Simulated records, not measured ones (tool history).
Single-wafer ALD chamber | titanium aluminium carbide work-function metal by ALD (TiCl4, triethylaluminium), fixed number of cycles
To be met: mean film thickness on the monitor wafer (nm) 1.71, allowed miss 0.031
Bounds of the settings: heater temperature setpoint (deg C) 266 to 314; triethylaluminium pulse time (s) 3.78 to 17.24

| run | hour | heater temperature setpoint (deg C) | triethylaluminium pulse time (s) | mean film thickness on the monitor wafer (nm) |
|---|---|---|---|---|
| 1 | 0 | 290 | 10.51 | 1.91 |
| 2 | 2.8 | 290 | 8.76 | 1.8664 |
| 3 | 9.5 | 286 | 8.76 | 1.8205 |
| 4 | 17.6 | 286 | 10.92 | 1.8805 |
| 5 | 21.8 | 296 | 10.92 | 1.9692 |
| 6 | 28.6 | 296 | 8.01 | 1.9354 |
| 7 | 34.4 | 290 | 7.51 | 1.8474 |
| 8 | 37.9 | 286 | 7.18 | 1.8004 |

Which of these 5 next moves meets every target?
| A | 41.4 | 291 | 14.32 | ? |
| B | 41.4 | 283 | 4.98 | ? |
| C | 41.4 | 269 | 6.72 | ? |
| D | 41.4 | 277 | 4.97 | ? |
| E | 41.4 | 292 | 7.75 | ? |

| move | mean film thickness on the monitor wafer (nm) |
|---|---|
| A | 1.9591 |
| B | 1.7072 |
| C | 1.6432 |
| D | 1.6528 |
| E | 1.887 |
A: further off than the last run
B: meets every target
C: takes the result that was furthest off past its target
D: takes the result that was furthest off past its target
E: further off than the last run
Move B is the one to make.
